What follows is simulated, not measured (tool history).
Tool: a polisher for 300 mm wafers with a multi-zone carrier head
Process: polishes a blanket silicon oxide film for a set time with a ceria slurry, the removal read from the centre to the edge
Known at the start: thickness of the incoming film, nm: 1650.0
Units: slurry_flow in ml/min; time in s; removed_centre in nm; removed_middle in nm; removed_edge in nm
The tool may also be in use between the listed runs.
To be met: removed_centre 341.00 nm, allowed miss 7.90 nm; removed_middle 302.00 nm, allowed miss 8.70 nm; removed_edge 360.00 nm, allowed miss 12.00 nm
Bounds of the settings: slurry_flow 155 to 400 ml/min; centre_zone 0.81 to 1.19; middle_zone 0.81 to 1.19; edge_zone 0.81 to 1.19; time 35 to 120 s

run 1 hour=0.0 | slurry_flow=255 centre_zone=1.00 middle_zone=1.00 edge_zone=1.00 time=77 | removed_centre=381.10 removed_middle=380.26 removed_edge=389.03
run 2 hour=8.2 | slurry_flow=255 centre_zone=1.00 middle_zone=1.04 edge_zone=1.00 time=77 | removed_centre=376.21 removed_middle=387.30 removed_edge=388.82
run 3 hour=14.6 | slurry_flow=255 centre_zone=1.00 middle_zone=0.97 edge_zone=1.00 time=77 | removed_centre=373.63 removed_middle=369.62 removed_edge=387.42
run 4 hour=16.3 | slurry_flow=295 centre_zone=1.00 middle_zone=0.97 edge_zone=1.00 time=77 | removed_centre=382.66 removed_middle=376.59 removed_edge=399.36
run 5 hour=20.4 | slurry_flow=295 centre_zone=1.00 middle_zone=0.97 edge_zone=1.00 time=61 | removed_centre=302.92 removed_middle=296.20 removed_edge=315.96
run 6 hour=22.9 | slurry_flow=295 centre_zone=1.00 middle_zone=0.91 edge_zone=1.00 time=61 | removed_centre=303.77 removed_middle=285.53 removed_edge=314.03
run 7 hour=31.0 | slurry_flow=315 centre_zone=1.02 middle_zone=0.92 edge_zone=1.05 time=62 | removed_centre=314.66 removed_middle=289.27 removed_edge=325.61
run 8 hour=32.3 | slurry_flow=330 centre_zone=1.03 middle_zone=0.92 edge_zone=1.08 time=63 | removed_centre=323.24 removed_middle=296.25 removed_edge=336.14
run 9 hour=41.0 | slurry_flow=340 centre_zone=1.04 middle_zone=0.91 edge_zone=1.11 time=64 | removed_centre=333.32 removed_middle=293.20 removed_edge=344.52
run 10 hour=48.2 | slurry_flow=365 centre_zone=1.03 middle_zone=0.93 edge_zone=1.17 time=66 | removed_centre=341.32 removed_middle=314.11 removed_edge=371.67

5 next moves are on the table. One of them brings every result within its allowed miss. Which?
run A hour=55.4 | slurry_flow=265 centre_zone=1.06 middle_zone=0.92 edge_zone=1.16 time=65 | removed_centre=? removed_middle=? removed_edge=?
run B hour=55.4 | slurry_flow=380 centre_zone=1.04 middle_zone=0.81 edge_zone=1.19 time=65 | removed_centre=? removed_middle=? removed_edge=?
run C hour=55.4 | slurry_flow=335 centre_zone=1.04 middle_zone=1.03 edge_zone=1.12 time=63 | removed_centre=? removed_middle=? removed_edge=?
run D hour=55.4 | slurry_flow=310 centre_zone=0.97 middle_zone=0.94 edge_zone=1.19 time=70 | removed_centre=? removed_middle=? removed_edge=?
run E hour=55.4 | slurry_flow=355 centre_zone=1.01 middle_zone=0.92 edge_zone=1.19 time=68 | removed_centre=? removed_middle=? removed_edge=?

move=A removed_centre=338.79 removed_middle=298.72 removed_edge=358.66
move=B removed_centre=342.56 removed_middle=276.63 removed_edge=371.89
move=C removed_centre=329.20 removed_middle=324.49 removed_edge=345.86
move=D removed_centre=338.52 removed_middle=331.93 removed_edge=395.20
move=E removed_centre=346.38 removed_middle=319.91 removed_edge=387.04
A: meets every target
B: takes the result that was furthest off past its target
C: further off than the last run
D: further off than the last run
E: further off than the last run
The right move is A.

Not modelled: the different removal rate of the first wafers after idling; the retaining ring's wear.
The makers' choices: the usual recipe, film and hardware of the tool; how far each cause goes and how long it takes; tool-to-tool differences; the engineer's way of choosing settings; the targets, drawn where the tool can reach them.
